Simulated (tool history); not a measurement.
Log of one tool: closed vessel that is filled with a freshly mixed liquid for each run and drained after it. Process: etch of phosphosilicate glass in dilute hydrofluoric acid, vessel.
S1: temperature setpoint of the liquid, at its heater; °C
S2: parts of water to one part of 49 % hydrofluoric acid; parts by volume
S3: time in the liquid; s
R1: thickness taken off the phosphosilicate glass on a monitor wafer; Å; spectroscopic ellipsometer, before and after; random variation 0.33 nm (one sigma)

run 1 hour=0.0 | S1=25.0 S2=185 S3=85 | R1=653.94
run 2 hour=8.1 | S1=23.0 S2=185 S3=85 | R1=606.37
run 3 hour=13.9 | S1=21.5 S2=185 S3=85 | R1=567.64
run 4 hour=22.7 | S1=21.5 S2=185 S3=85 | R1=571.41
run 5 hour=24.7 | S1=20.5 S2=185 S3=85 | R1=549.39
run 6 hour=33.5 | S1=20.5 S2=125 S3=85 | R1=875.96
run 7 hour=42.6 | S1=19.5 S2=145 S3=85 | R1=702.01
run 8 hour=50.3 | S1=18.5 S2=155 S3=85 | R1=630.47
run 9 hour=53.8 | S1=18.0 S2=160 S3=85 | R1=589.57
run 10 hour=58.2 | S1=17.5 S2=165 S3=85 | R1=564.32

Run 11 comes next. What will it give?
run 11 hour=60.4 | S1=17.5 S2=170 S3=85 | R1=?

{"run 11": {"R1": 541.5}}
